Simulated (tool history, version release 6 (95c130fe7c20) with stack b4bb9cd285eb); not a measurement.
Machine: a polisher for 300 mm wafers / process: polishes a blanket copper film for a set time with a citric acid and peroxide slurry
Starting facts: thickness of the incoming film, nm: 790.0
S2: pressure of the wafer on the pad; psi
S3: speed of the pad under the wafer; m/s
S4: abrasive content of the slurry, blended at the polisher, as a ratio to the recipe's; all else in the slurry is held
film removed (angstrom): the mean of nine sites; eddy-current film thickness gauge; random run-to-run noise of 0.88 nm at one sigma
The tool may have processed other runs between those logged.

{"run": 1, "hour": 0.0, "flow of slurry (ml/min)": 255, "S2": 2.3, "S3": 0.8, "S4": 1, "polishing time (s)": 67, "film removed (angstrom)": 1051.6}
{"run": 2, "hour": 6.0, "flow of slurry (ml/min)": 210, "S2": 2.3, "S3": 0.8, "S4": 1, "polishing time (s)": 67, "film removed (angstrom)": 1012.4}
{"run": 3, "hour": 11.1, "flow of slurry (ml/min)": 210, "S2": 2.1, "S3": 0.8, "S4": 1, "polishing time (s)": 67, "film removed (angstrom)": 989.72}
{"run": 4, "hour": 16.5, "flow of slurry (ml/min)": 210, "S2": 1.7, "S3": 0.8, "S4": 1, "polishing time (s)": 67, "film removed (angstrom)": 840.84}
{"hour": 20.4, "done": "head pressure recalibrated"}
{"run": 5, "hour": 20.4, "flow of slurry (ml/min)": 210, "S2": 1.6, "S3": 0.8, "S4": 1, "polishing time (s)": 67, "film removed (angstrom)": 768.88}
{"run": 6, "hour": 24.1, "flow of slurry (ml/min)": 210, "S2": 1.6, "S3": 0.8, "S4": 1, "polishing time (s)": 67, "film removed (angstrom)": 750.61}
{"run": 7, "hour": 27.7, "flow of slurry (ml/min)": 210, "S2": 1.5, "S3": 0.8, "S4": 1, "polishing time (s)": 67, "film removed (angstrom)": 721.86}

Expected results for the next run?
{"run": 8, "hour": 35.3, "flow of slurry (ml/min)": 210, "S2": 1.4, "S3": 0.8, "S4": 1, "polishing time (s)": 67, "film removed (angstrom)": "?"}

Run 8 produced film removed (angstrom) 695.15.
